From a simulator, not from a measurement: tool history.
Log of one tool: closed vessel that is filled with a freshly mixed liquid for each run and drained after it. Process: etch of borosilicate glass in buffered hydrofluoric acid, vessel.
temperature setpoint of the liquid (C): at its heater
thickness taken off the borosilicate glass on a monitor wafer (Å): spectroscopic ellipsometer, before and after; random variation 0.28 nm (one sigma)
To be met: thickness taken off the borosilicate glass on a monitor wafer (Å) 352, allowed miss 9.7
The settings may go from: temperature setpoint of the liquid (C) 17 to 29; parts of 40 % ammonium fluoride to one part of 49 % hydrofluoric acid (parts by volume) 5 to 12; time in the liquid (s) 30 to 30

| run | hour | temperature setpoint of the liquid (C) | parts of 40 % ammonium fluoride to one part of 49 % hydrofluoric acid (parts by volume) | time in the liquid (s) | thickness taken off the borosilicate glass on a monitor wafer (Å) |
|---|---|---|---|---|---|
| 1 | 0 | 21 | 7 | 30 | 464.34 |
| 2 | 3.5 | 21 | 7 | 30 | 465.69 |
| 3 | 9.2 | 19.5 | 7 | 30 | 427.03 |
| 4 | 11 | 19.5 | 5.5 | 30 | 528.3 |
| 5 | 16.5 | 18 | 5.5 | 30 | 483.18 |
| 6 | 20.8 | 17.5 | 6 | 30 | 441.3 |
| 7 | 29.4 | 17.5 | 6.5 | 30 | 407.99 |
| 8 | 36.5 | 17.5 | 7 | 30 | 389.33 |

Which of these 4 next moves meets every target?
| A | 43.6 | 19.5 | 8 | 30 | ? |
| B | 43.6 | 19.5 | 8.5 | 30 | ? |
| C | 43.6 | 17 | 8 | 30 | ? |
| D | 43.6 | 17 | 7 | 30 | ? |

| move | thickness taken off the borosilicate glass on a monitor wafer (Å) |
|---|---|
| A | 372.27 |
| B | 348.1 |
| C | 324.36 |
| D | 371.33 |
A: nearer than the last run, and not there yet
B: meets every target
C: takes the result that was furthest off past its target
D: nearer than the last run, and not there yet
Move B is the one to make.
